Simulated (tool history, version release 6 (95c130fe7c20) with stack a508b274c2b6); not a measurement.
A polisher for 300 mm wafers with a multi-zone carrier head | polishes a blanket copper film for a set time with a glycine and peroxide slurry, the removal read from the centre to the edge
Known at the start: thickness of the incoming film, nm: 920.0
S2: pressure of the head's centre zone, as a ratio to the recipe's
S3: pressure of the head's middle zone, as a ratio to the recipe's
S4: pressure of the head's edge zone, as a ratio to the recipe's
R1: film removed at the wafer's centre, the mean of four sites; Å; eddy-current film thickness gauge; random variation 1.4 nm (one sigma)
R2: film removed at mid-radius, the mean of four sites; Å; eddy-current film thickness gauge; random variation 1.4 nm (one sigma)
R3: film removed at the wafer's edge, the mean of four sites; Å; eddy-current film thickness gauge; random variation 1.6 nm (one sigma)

run 1 hour=0 | flow_of_slurry_(ml/min)=155 S2=1 S3=1 S4=1 polishing_time_(s)=64 | R1=3815.7 R2=3811.8 R3=3749.7
run 2 hour=5 | flow_of_slurry_(ml/min)=145 S2=1 S3=0.97 S4=1.01 polishing_time_(s)=58 | R1=3395.9 R2=3362.2 R3=3477.2
run 3 hour=9.6 | flow_of_slurry_(ml/min)=135 S2=1.01 S3=0.94 S4=0.99 polishing_time_(s)=53 | R1=3064.9 R2=2928.4 R3=3037
run 4 hour=18.3 | flow_of_slurry_(ml/min)=130 S2=1.02 S3=0.92 S4=1 polishing_time_(s)=50 | R1=2894.3 R2=2738 R3=2869.2
run 5 hour=25.4 | flow_of_slurry_(ml/min)=125 S2=1.04 S3=0.9 S4=1.03 polishing_time_(s)=47 | R1=2746.2 R2=2494.5 R3=2755.8
run 6 hour=31.6 | flow_of_slurry_(ml/min)=120 S2=1.05 S3=0.89 S4=1.04 polishing_time_(s)=45 | R1=2643.3 R2=2343.6 R3=2614
run 7 hour=39.5 | flow_of_slurry_(ml/min)=115 S2=1.05 S3=0.88 S4=1.05 polishing_time_(s)=43 | R1=2489.5 R2=2152.7 R3=2463.2
run 8 hour=43.7 | flow_of_slurry_(ml/min)=110 S2=1.05 S3=0.87 S4=1.05 polishing_time_(s)=42 | R1=2351.9 R2=2107.6 R3=2388.1

Forecast run 9:
run 9 hour=50.1 | flow_of_slurry_(ml/min)=110 S2=1.06 S3=0.86 S4=1.06 polishing_time_(s)=41 | R1=? R2=? R3=?

Run 9 gave R1 2328.6 Å, R2 2041.8 Å, R3 2362.5 Å.
